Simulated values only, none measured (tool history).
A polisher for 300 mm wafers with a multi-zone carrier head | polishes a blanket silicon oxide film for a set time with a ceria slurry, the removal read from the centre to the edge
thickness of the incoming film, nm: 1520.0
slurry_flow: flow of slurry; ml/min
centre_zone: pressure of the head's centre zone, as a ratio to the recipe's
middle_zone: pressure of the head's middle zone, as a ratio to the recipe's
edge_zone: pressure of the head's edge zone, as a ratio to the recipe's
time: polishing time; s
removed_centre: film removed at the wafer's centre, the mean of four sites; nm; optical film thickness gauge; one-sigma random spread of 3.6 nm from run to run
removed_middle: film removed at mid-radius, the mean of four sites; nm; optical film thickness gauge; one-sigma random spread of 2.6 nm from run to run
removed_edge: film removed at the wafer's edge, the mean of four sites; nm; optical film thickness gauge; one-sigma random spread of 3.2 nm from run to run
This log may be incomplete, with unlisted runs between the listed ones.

run 1 hour=0.0 | slurry_flow=310 centre_zone=1.00 middle_zone=1.00 edge_zone=1.00 time=36 | removed_centre=159.98 removed_middle=159.92 removed_edge=159.56
run 2 hour=6.2 | slurry_flow=310 centre_zone=1.03 middle_zone=0.99 edge_zone=1.03 time=39 | removed_centre=174.56 removed_middle=173.55 removed_edge=169.60
run 3 hour=8.7 | slurry_flow=315 centre_zone=1.04 middle_zone=0.94 edge_zone=1.03 time=42 | removed_centre=188.52 removed_middle=177.88 removed_edge=183.52
run 4 hour=14.4 | slurry_flow=320 centre_zone=1.06 middle_zone=0.91 edge_zone=1.03 time=45 | removed_centre=206.01 removed_middle=185.43 removed_edge=198.91
run 5 hour=18.1 | slurry_flow=320 centre_zone=1.08 middle_zone=0.90 edge_zone=1.03 time=47 | removed_centre=224.60 removed_middle=193.19 removed_edge=206.29
run 6 hour=18.8 | slurry_flow=320 centre_zone=1.08 middle_zone=0.89 edge_zone=1.04 time=48 | removed_centre=229.87 removed_middle=195.35 removed_edge=214.98
run 7 hour=27.1 | slurry_flow=320 centre_zone=1.09 middle_zone=0.89 edge_zone=1.05 time=48 | removed_centre=225.60 removed_middle=193.38 removed_edge=210.66

Run 8 has not been measured yet. What should we expect?
run 8 hour=32.4 | slurry_flow=320 centre_zone=1.09 middle_zone=0.88 edge_zone=1.05 time=49 | removed_centre=? removed_middle=? removed_edge=?

{"run 8": {"removed_centre": 225.98, "removed_middle": 195.79, "removed_edge": 219.87}}
